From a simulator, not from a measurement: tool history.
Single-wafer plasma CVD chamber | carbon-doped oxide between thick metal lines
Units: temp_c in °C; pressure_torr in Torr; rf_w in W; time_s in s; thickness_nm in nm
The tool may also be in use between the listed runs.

run  hour  temp_c  pressure_torr  rf_w  time_s  thickness_nm
  1   0.0     330           6.48   485      92        520.54
  2   6.2     337           6.05   445      91        468.68
  3   6.7     337           6.05   445      87        448.04
  4   9.5     341           5.71   425      87        429.28
  5  11.7     341           6.35   425      87        429.16
  6  20.7     341           6.35   425      92        452.77
  7  24.3     344           6.26   400      91        423.87

Forecast run 8:
  8  25.1     346           6.21   380      91             ?

Run 8 gave thickness_nm 404.33 nm.
